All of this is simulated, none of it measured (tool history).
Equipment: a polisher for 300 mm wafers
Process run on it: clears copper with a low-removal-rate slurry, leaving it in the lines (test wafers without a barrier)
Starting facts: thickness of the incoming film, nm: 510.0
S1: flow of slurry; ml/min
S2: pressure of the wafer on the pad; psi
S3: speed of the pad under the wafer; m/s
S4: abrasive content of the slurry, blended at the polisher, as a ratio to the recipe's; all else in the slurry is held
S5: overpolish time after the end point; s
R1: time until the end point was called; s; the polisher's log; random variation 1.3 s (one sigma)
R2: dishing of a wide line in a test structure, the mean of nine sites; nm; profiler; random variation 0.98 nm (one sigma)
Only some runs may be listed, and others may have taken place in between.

run	day	S1	S2	S3	S4	S5	R1	R2
1	0.000	135	3.9	1.08	1.0	12	110.480	40.915
2	0.062	135	4.2	1.08	1.0	12	101.720	43.413
3	0.367	135	4.2	0.84	1.0	12	126.570	35.847
4	0.421	135	4.2	1.02	1.0	12	111.900	40.201
5	0.525	135	4.2	1.02	1.2	12	102.650	42.768
6	0.558	135	4.2	1.02	1.2	8	105.660	29.641
7	0.900	130	4.5	1.02	1.2	9	95.282	34.582
8	0.967	130	5.3	1.02	1.2	13	83.518	54.068

Run 9 has not been measured yet. What should we expect?
9	1.204	130	5.4	1.02	1.2	13	?	?

Run 9 measured R1 83.533 s, R2 54.616 nm.
